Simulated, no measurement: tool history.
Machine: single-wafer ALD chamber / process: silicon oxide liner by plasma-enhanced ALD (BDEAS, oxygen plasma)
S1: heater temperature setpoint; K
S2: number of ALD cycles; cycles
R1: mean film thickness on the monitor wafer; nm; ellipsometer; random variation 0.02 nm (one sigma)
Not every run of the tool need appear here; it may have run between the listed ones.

| run | hour | S1 | S2 | R1 |
|---|---|---|---|---|
| 1 | 0.0 | 588.15 | 50 | 4.3478 |
| 2 | 6.8 | 579.15 | 50 | 4.4198 |
| 3 | 11.9 | 573.15 | 50 | 4.4514 |
| 4 | 20.5 | 583.15 | 50 | 4.4110 |
| 5 | 28.5 | 583.15 | 46 | 4.0349 |
| 6 | 34.9 | 583.15 | 52 | 4.5787 |

Run 7 has not been measured yet. What should we expect?
| 7 | 40.1 | 584.15 | 49 | ? |

{"run 7": {"R1": 4.2741}}

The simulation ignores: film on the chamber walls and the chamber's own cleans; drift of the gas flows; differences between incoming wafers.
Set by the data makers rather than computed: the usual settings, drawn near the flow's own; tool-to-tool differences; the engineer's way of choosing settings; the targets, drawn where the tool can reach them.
